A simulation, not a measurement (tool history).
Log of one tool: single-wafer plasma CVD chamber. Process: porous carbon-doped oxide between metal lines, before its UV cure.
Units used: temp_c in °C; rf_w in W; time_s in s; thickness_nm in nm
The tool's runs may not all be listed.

run 1 day=0 | temp_c=300 rf_w=630 time_s=36.8 | thickness_nm=222.94
run 2 day=0.171 | temp_c=300 rf_w=630 time_s=36.8 | thickness_nm=222.22
run 3 day=0.196 | temp_c=303 rf_w=600 time_s=36.5 | thickness_nm=206.25
run 4 day=0.538 | temp_c=303 rf_w=600 time_s=36.8 | thickness_nm=208.16
run 5 day=0.721 | temp_c=303 rf_w=655 time_s=36.8 | thickness_nm=226.56
run 6 day=1.029 | temp_c=303 rf_w=655 time_s=34.9 | thickness_nm=215.82

Predict the results of run 7:
run 7 day=1.329 | temp_c=303 rf_w=655 time_s=34.9 | thickness_nm=?

Run 7 measured thickness_nm 216.17 nm.
